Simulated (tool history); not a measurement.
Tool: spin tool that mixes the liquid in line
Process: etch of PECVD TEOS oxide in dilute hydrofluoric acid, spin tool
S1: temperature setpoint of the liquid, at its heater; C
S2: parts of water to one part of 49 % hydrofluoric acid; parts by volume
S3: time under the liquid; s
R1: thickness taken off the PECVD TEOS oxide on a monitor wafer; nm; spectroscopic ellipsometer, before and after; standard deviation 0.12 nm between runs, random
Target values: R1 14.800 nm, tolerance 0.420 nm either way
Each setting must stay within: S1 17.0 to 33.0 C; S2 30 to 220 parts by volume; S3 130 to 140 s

Run 1, hour 0.0: S1 25.0 C, S2 125 parts by volume, S3 130 s. Result: R1 21.530 nm.
Run 2, hour 7.8: S1 23.5 C, S2 125 parts by volume, S3 130 s. Result: R1 20.156 nm.
Run 3, hour 13.3: S1 22.5 C, S2 125 parts by volume, S3 130 s. Result: R1 19.515 nm.
Run 4, hour 18.6: S1 21.5 C, S2 125 parts by volume, S3 130 s. Result: R1 18.880 nm.
Run 5, hour 19.6: S1 21.0 C, S2 125 parts by volume, S3 130 s. Result: R1 18.481 nm.
Run 6, hour 23.7: S1 20.5 C, S2 125 parts by volume, S3 130 s. Result: R1 18.106 nm.
Run 7, hour 31.2: S1 20.0 C, S2 125 parts by volume, S3 130 s. Result: R1 17.938 nm.
Run 8, hour 32.4: S1 19.5 C, S2 125 parts by volume, S3 130 s. Result: R1 17.555 nm.
Run 9, hour 40.4: S1 19.0 C, S2 125 parts by volume, S3 130 s. Result: R1 17.037 nm.
Run 10, hour 48.5: S1 17.0 C, S2 135 parts by volume, S3 130 s. Result: R1 14.304 nm.

Pick the move, out of 5, that brings all results within their allowed miss; only one does.
Run A, hour 56.6: S1 18.5 C, S2 140 parts by volume, S3 130 s. Result: R1 ?.
Run B, hour 56.6: S1 18.0 C, S2 155 parts by volume, S3 140 s. Result: R1 ?.
Run C, hour 56.6: S1 19.0 C, S2 155 parts by volume, S3 135 s. Result: R1 ?.
Run D, hour 56.6: S1 21.0 C, S2 160 parts by volume, S3 130 s. Result: R1 ?.
Run E, hour 56.6: S1 17.0 C, S2 150 parts by volume, S3 140 s. Result: R1 ?.

move      R1
   A  14.691
   B  13.795
   C  13.849
   D  13.912
   E  13.753
A: all results land within tolerance of their targets
B: its largest miss is bigger than the last run's
C: its largest miss is bigger than the last run's
D: its largest miss is bigger than the last run's
E: its largest miss is bigger than the last run's
The right move is A.
